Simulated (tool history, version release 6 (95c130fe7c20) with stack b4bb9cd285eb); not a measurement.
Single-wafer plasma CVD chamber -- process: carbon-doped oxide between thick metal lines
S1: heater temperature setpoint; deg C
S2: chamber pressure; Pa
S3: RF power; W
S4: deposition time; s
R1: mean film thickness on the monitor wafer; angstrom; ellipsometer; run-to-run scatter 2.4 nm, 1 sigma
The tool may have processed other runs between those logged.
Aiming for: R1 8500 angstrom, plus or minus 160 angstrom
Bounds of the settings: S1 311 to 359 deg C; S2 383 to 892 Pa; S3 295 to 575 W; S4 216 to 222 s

Run 1, hour 0: S1 335 deg C, S2 637 Pa, S3 435 W, S4 216 s. Result: R1 10902 angstrom.
Run 2, hour 4.5: S1 326 deg C, S2 637 Pa, S3 435 W, S4 216 s. Result: R1 11224 angstrom.
Run 3, hour 5.3: S1 326 deg C, S2 637 Pa, S3 485 W, S4 216 s. Result: R1 12030 angstrom.
Run 4, hour 11.7: S1 332 deg C, S2 564 Pa, S3 435 W, S4 216 s. Result: R1 10845 angstrom.
Run 5, hour 15.4: S1 337 deg C, S2 516 Pa, S3 400 W, S4 216 s. Result: R1 10010 angstrom.
Run 6, hour 18.8: S1 341 deg C, S2 477 Pa, S3 380 W, S4 216 s. Result: R1 9541.9 angstrom.
Run 7, hour 21.4: S1 344 deg C, S2 449 Pa, S3 365 W, S4 216 s. Result: R1 9108.9 angstrom.
Run 8, hour 26.1: S1 347 deg C, S2 428 Pa, S3 360 W, S4 216 s. Result: R1 8871.6 angstrom.
Run 9, hour 32.5: S1 349 deg C, S2 415 Pa, S3 360 W, S4 216 s. Result: R1 8793 angstrom.
Run 10, hour 40.5: S1 351 deg C, S2 404 Pa, S3 360 W, S4 216 s. Result: R1 8785.3 angstrom.
Run 11, hour 44.9: S1 352 deg C, S2 397 Pa, S3 355 W, S4 216 s. Result: R1 8645.2 angstrom.

Which single option among these 4 for the next run brings every result within its allowed miss of target? Just one does.
Run A, hour 49.3: S1 348 deg C, S2 393 Pa, S3 365 W, S4 216 s. Result: R1 ?.
Run B, hour 49.3: S1 347 deg C, S2 404 Pa, S3 340 W, S4 222 s. Result: R1 ?.
Run C, hour 49.3: S1 358 deg C, S2 464 Pa, S3 340 W, S4 219 s. Result: R1 ?.
Run D, hour 49.3: S1 339 deg C, S2 505 Pa, S3 325 W, S4 222 s. Result: R1 ?.

move      R1
   A  8960.1
   B  8779.1
   C  8538.9
   D  8822.2
A: further off than the last run
B: further off than the last run
C: every result lands within tolerance
D: further off than the last run
So the answer is move C, the one that meets all the targets.
